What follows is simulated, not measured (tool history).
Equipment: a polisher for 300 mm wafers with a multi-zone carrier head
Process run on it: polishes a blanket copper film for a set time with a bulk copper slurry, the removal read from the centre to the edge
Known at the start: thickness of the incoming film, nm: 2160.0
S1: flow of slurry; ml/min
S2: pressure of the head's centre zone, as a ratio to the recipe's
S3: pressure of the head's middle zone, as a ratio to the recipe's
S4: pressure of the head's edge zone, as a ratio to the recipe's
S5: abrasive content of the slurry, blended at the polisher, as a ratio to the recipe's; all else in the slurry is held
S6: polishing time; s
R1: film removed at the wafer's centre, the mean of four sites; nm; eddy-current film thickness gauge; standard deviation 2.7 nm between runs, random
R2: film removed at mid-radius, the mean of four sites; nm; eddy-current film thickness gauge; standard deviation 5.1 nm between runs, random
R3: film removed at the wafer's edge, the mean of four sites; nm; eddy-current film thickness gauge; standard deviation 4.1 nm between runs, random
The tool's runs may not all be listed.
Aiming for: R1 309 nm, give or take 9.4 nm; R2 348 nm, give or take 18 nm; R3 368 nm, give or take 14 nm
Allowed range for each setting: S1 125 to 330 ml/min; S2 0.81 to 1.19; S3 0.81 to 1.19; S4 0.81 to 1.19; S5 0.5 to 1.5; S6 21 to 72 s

{"run": 1, "hour": 0.0, "S1": 210, "S2": 1, "S3": 1, "S4": 1, "S5": 1, "S6": 46, "R1": 598.12, "R2": 584.56, "R3": 595.66}
{"run": 2, "hour": 4.0, "S1": 210, "S2": 1, "S3": 1, "S4": 1, "S5": 1, "S6": 38, "R1": 498.08, "R2": 493.15, "R3": 483.65}
{"run": 3, "hour": 10.9, "S1": 195, "S2": 0.94, "S3": 0.97, "S4": 1, "S5": 0.85, "S6": 36, "R1": 425.89, "R2": 449.3, "R3": 450.03}
{"run": 4, "hour": 18.9, "S1": 185, "S2": 0.91, "S3": 0.94, "S4": 0.99, "S5": 0.75, "S6": 35, "R1": 384.26, "R2": 411.29, "R3": 413.91}
{"run": 5, "hour": 21.9, "S1": 175, "S2": 0.88, "S3": 0.91, "S4": 0.99, "S5": 0.7, "S6": 35, "R1": 360.71, "R2": 384.78, "R3": 407.31}
{"run": 6, "hour": 22.5, "S1": 165, "S2": 0.86, "S3": 0.9, "S4": 0.97, "S5": 0.65, "S6": 35, "R1": 340.45, "R2": 374.07, "R3": 398.34}
{"run": 7, "hour": 24.6, "S1": 165, "S2": 0.85, "S3": 0.89, "S4": 0.95, "S5": 0.6, "S6": 35, "R1": 335.64, "R2": 359.19, "R3": 388.14}
{"run": 8, "hour": 25.8, "S1": 160, "S2": 0.84, "S3": 0.9, "S4": 0.94, "S5": 0.6, "S6": 35, "R1": 328.62, "R2": 362.62, "R3": 386.74}
{"run": 9, "hour": 31.5, "S1": 155, "S2": 0.83, "S3": 0.9, "S4": 0.93, "S5": 0.6, "S6": 35, "R1": 325.47, "R2": 358.97, "R3": 377.57}
{"run": 10, "hour": 37.4, "S1": 150, "S2": 0.82, "S3": 0.9, "S4": 0.93, "S5": 0.6, "S6": 35, "R1": 320.37, "R2": 361.62, "R3": 377.71}

Which one of the following 4 next-run settings gets every result inside its allowed miss? There is exactly one.
{"run": "A", "hour": 43.3, "S1": 135, "S2": 0.9, "S3": 0.95, "S4": 0.88, "S5": 0.7, "S6": 33, "R1": "?", "R2": "?", "R3": "?"}
{"run": "B", "hour": 43.3, "S1": 125, "S2": 0.81, "S3": 0.98, "S4": 0.92, "S5": 0.75, "S6": 35, "R1": "?", "R2": "?", "R3": "?"}
{"run": "C", "hour": 43.3, "S1": 135, "S2": 0.82, "S3": 0.9, "S4": 0.93, "S5": 0.6, "S6": 35, "R1": "?", "R2": "?", "R3": "?"}
{"run": "D", "hour": 43.3, "S1": 130, "S2": 0.81, "S3": 1, "S4": 0.93, "S5": 0.6, "S6": 36, "R1": "?", "R2": "?", "R3": "?"}

move=A R1=328.61 R2=355.67 R3=358.67
move=B R1=312.56 R2=387.03 R3=389.42
move=C R1=307.58 R2=349.82 R3=378.64
move=D R1=310.17 R2=390.21 R3=386.97
A: its largest miss is bigger than the last run's
B: meets the target for the result that was furthest off, but another lies outside its allowed miss
C: each result inside its tolerance
D: meets the target for the result that was furthest off, but another lies outside its allowed miss
Go with C: it meets all targets.
